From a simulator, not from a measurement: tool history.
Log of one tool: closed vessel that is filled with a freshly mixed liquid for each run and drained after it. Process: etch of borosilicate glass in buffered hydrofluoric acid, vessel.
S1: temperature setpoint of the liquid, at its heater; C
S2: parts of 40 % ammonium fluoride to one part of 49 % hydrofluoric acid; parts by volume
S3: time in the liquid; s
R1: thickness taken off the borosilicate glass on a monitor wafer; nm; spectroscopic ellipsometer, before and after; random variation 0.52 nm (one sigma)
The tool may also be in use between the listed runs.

run 1 hour=0 | S1=22 S2=20 S3=120 | R1=63.176
run 2 hour=4.8 | S1=24 S2=19 S3=120 | R1=74.324
run 3 hour=13.8 | S1=24 S2=17 S3=120 | R1=82.364
run 4 hour=17 | S1=24 S2=17 S3=120 | R1=83.05
run 5 hour=20.2 | S1=25.5 S2=17 S3=120 | R1=89.618
run 6 hour=23.8 | S1=26.5 S2=17 S3=120 | R1=93.948

Forecast run 7:
run 7 hour=32.1 | S1=27.5 S2=17 S3=120 | R1=?

Run 7 gave R1 99.299 nm.
